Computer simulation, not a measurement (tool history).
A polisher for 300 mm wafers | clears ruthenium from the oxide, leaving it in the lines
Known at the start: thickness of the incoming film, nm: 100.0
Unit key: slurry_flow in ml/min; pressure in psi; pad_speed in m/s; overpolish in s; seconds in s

| run | hour | slurry_flow | pressure | pad_speed | overpolish | seconds |
|---|---|---|---|---|---|---|
| 1 | 0.0 | 205 | 1.8 | 1.18 | 15 | 109.51 |
| 2 | 7.7 | 205 | 1.8 | 1.32 | 15 | 101.27 |
| 3 | 16.0 | 205 | 1.6 | 1.30 | 15 | 109.86 |
| 4 | 23.2 | 245 | 1.6 | 1.30 | 15 | 110.55 |
| 5 | 24.9 | 245 | 1.4 | 1.28 | 15 | 126.62 |
| 6 | 32.2 | 245 | 1.4 | 1.28 | 12 | 124.60 |

Predict the results of run 7:
| 7 | 37.4 | 245 | 1.3 | 1.26 | 12 | ? |

Run 7 yielded seconds 130.48 s.

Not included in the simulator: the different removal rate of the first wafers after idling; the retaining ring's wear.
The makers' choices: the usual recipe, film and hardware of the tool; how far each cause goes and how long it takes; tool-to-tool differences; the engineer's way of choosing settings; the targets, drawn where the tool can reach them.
